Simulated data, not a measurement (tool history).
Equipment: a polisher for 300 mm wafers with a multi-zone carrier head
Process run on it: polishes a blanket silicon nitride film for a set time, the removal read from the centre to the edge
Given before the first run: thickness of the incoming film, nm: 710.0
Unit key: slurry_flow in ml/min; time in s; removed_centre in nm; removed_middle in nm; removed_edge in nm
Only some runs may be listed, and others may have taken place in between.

Run 1, hour 0: slurry_flow 165 ml/min, centre_zone 1, middle_zone 1, edge_zone 1, time 58 s. Result: removed_centre 101.11 nm, removed_middle 100.54 nm, removed_edge 99.623 nm.
Run 2, hour 8.8: slurry_flow 175 ml/min, centre_zone 1.04, middle_zone 1, edge_zone 1.02, time 60 s. Result: removed_centre 110.06 nm, removed_middle 107.5 nm, removed_edge 106 nm.
Run 3, hour 15.2: slurry_flow 185 ml/min, centre_zone 1.07, middle_zone 0.98, edge_zone 1.02, time 62 s. Result: removed_centre 116.31 nm, removed_middle 110.45 nm, removed_edge 106.81 nm.
Run 4, hour 17.5: slurry_flow 185 ml/min, centre_zone 1.14, middle_zone 0.98, edge_zone 1.02, time 62 s. Result: removed_centre 125.75 nm, removed_middle 109.3 nm, removed_edge 112.28 nm.
Run 5, hour 25.3: slurry_flow 185 ml/min, centre_zone 1.14, middle_zone 0.98, edge_zone 0.96, time 62 s. Result: removed_centre 123.37 nm, removed_middle 109.56 nm, removed_edge 104.19 nm.
Run 6, hour 32.7: slurry_flow 195 ml/min, centre_zone 1.15, middle_zone 0.96, edge_zone 0.97, time 64 s. Result: removed_centre 133.76 nm, removed_middle 111.68 nm, removed_edge 107.56 nm.
Run 7, hour 35.7: slurry_flow 205 ml/min, centre_zone 1.16, middle_zone 0.96, edge_zone 0.99, time 65 s. Result: removed_centre 137.6 nm, removed_middle 114.66 nm, removed_edge 114.93 nm.
Run 8, hour 41.1: slurry_flow 210 ml/min, centre_zone 1.17, middle_zone 0.96, edge_zone 0.99, time 66 s. Result: removed_centre 139.76 nm, removed_middle 116 nm, removed_edge 116.56 nm.

For run 9, what comes out?
Run 9, hour 47.2: slurry_flow 210 ml/min, centre_zone 1.17, middle_zone 0.96, edge_zone 0.99, time 67 s. Result: removed_centre ?, removed_middle ?, removed_edge ?.

Logged for run 9: removed_centre 146.99 nm, removed_middle 118.14 nm, removed_edge 117.3 nm.

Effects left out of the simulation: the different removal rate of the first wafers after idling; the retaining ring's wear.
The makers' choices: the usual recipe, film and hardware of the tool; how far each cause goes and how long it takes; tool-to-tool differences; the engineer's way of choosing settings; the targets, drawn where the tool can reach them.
